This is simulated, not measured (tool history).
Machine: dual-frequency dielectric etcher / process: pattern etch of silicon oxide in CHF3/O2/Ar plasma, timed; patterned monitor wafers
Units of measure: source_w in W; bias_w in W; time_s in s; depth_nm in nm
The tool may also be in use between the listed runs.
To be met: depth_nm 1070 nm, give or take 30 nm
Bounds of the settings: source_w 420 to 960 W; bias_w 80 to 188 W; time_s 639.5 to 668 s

{"run": 1, "hour": 0.0, "source_w": 690, "bias_w": 134, "time_s": 639.5, "depth_nm": 1224.4}
{"run": 2, "hour": 3.7, "source_w": 660, "bias_w": 131, "time_s": 639.5, "depth_nm": 1199.3}
{"run": 3, "hour": 8.5, "source_w": 740, "bias_w": 131, "time_s": 639.5, "depth_nm": 1225.8}
{"run": 4, "hour": 16.8, "source_w": 710, "bias_w": 125, "time_s": 639.5, "depth_nm": 1193}
{"run": 5, "hour": 23.7, "source_w": 770, "bias_w": 125, "time_s": 639.5, "depth_nm": 1218.4}
{"run": 6, "hour": 28.6, "source_w": 740, "bias_w": 120, "time_s": 639.5, "depth_nm": 1168.1}
{"run": 7, "hour": 29.4, "source_w": 720, "bias_w": 118, "time_s": 639.5, "depth_nm": 1160.5}
{"run": 8, "hour": 30.4, "source_w": 700, "bias_w": 116, "time_s": 639.5, "depth_nm": 1142.8}

Next run, 5 choices. One meets every target within its allowed miss, the rest don't. Which?
{"run": "A", "hour": 31.4, "source_w": 630, "bias_w": 110, "time_s": 639.5, "depth_nm": "?"}
{"run": "B", "hour": 31.4, "source_w": 810, "bias_w": 119, "time_s": 651.5, "depth_nm": "?"}
{"run": "C", "hour": 31.4, "source_w": 690, "bias_w": 127, "time_s": 639.5, "depth_nm": "?"}
{"run": "D", "hour": 31.4, "source_w": 670, "bias_w": 132, "time_s": 668, "depth_nm": "?"}
{"run": "E", "hour": 31.4, "source_w": 580, "bias_w": 139, "time_s": 660.5, "depth_nm": "?"}

move=A depth_nm=1085.1
move=B depth_nm=1227.1
move=C depth_nm=1195
move=D depth_nm=1263.6
move=E depth_nm=1239.3
A: all results in spec
B: further off than the last run
C: further off than the last run
D: further off than the last run
E: further off than the last run
The right move is A.
